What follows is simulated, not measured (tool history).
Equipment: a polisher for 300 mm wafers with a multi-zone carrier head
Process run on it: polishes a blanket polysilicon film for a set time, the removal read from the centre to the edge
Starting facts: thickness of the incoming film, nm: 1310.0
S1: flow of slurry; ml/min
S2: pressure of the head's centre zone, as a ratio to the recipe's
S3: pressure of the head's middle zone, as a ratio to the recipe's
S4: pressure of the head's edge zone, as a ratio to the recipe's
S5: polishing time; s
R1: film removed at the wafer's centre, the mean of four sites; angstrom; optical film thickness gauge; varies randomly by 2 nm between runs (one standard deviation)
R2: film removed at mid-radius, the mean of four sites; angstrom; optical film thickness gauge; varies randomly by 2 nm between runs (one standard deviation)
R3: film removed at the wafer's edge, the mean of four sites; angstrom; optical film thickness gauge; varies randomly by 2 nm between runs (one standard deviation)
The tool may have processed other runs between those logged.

run,day,S1,S2,S3,S4,S5,R1,R2,R3
1,0,285,1,1,1,57,2909.6,2827.5,2955.4
2,0.062,285,1,0.93,1,57,2928.7,2717,2949.7
3,0.125,285,1,0.97,1,57,2845.8,2787.1,2981.7
4,0.229,280,0.96,0.95,0.97,51,2503.3,2490.8,2606
5,0.262,270,0.92,0.93,0.96,47,2296.1,2194.1,2348.3
6,0.517,270,0.89,0.96,0.98,44,2058,2160.7,2230.7
7,0.55,260,0.87,0.95,0.98,43,1951.3,2087.5,2176.8
8,0.692,250,0.85,0.94,0.97,42,1889.5,2004.1,2131.3
9,0.996,240,0.81,0.95,0.91,39,1643.7,1864.4,1944.6

What does the tool deliver on the next run?
10,1.325,250,0.82,0.95,0.92,39,?,?,?

R1: 1656 angstrom
R2: 1884.5 angstrom
R3: 1938.4 angstrom
